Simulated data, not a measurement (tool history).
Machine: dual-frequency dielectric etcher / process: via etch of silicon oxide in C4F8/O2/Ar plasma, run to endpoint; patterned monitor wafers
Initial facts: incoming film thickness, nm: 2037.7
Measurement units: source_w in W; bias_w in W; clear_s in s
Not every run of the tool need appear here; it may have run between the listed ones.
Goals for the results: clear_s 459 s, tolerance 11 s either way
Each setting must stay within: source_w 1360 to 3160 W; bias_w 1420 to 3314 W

run 1 hour=0 | source_w=2260 bias_w=2367 | clear_s=374.96
run 2 hour=3.5 | source_w=2650 bias_w=2367 | clear_s=346.8
run 3 hour=6 | source_w=2450 bias_w=2287 | clear_s=368.01
run 4 hour=11.8 | source_w=2290 bias_w=2243 | clear_s=378.95
run 5 hour=16.3 | source_w=2290 bias_w=2409 | clear_s=371.16
run 6 hour=24.7 | source_w=2290 bias_w=2210 | clear_s=382.4
run 7 hour=33 | source_w=2150 bias_w=2173 | clear_s=393.42
run 8 hour=34.7 | source_w=2030 bias_w=2134 | clear_s=407.47
run 9 hour=38.8 | source_w=1940 bias_w=2111 | clear_s=416.44
run 10 hour=47.5 | source_w=1870 bias_w=2093 | clear_s=432.37

Which of these 4 next moves meets every target?
run A hour=56.2 | source_w=1900 bias_w=2022 | clear_s=?
run B hour=56.2 | source_w=2260 bias_w=1746 | clear_s=?
run C hour=56.2 | source_w=1710 bias_w=2450 | clear_s=?
run D hour=56.2 | source_w=1670 bias_w=1971 | clear_s=?

move=A clear_s=431.69
move=B clear_s=411.23
move=C clear_s=431.66
move=D clear_s=465.69
A: just as far off the targets as the last run
B: its largest miss is bigger than the last run's
C: just as far off the targets as the last run
D: in spec on every target
Correct choice: D, which meets every target
